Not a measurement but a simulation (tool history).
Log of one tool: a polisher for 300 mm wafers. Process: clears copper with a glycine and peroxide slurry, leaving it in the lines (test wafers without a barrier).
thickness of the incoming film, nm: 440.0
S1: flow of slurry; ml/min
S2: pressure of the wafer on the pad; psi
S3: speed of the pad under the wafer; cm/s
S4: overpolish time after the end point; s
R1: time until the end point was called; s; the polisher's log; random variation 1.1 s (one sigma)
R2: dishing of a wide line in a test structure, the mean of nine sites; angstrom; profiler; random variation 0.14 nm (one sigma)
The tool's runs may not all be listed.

run,hour,S1,S2,S3,S4,R1,R2
1,0,315,2.1,102,8,98.585,260.87
2,6.3,310,2,104,7,102.91,232.42
3,13.8,330,2,98,6,103.03,200.26
4,19.9,345,2,92,6,107.65,197.05
5,24.5,345,2,92,4,106.79,136.37
6,28,330,2.1,88,4,106.54,135.22
# hour 35.8: head pressure recalibrated
7,35.8,315,2.2,84,4,112.5,127.67

The next listed run, before its measurement:
8,43.4,225,2.5,74,2,?,?

{"run 8": {"R1": 113.05, "R2": 62.44}}
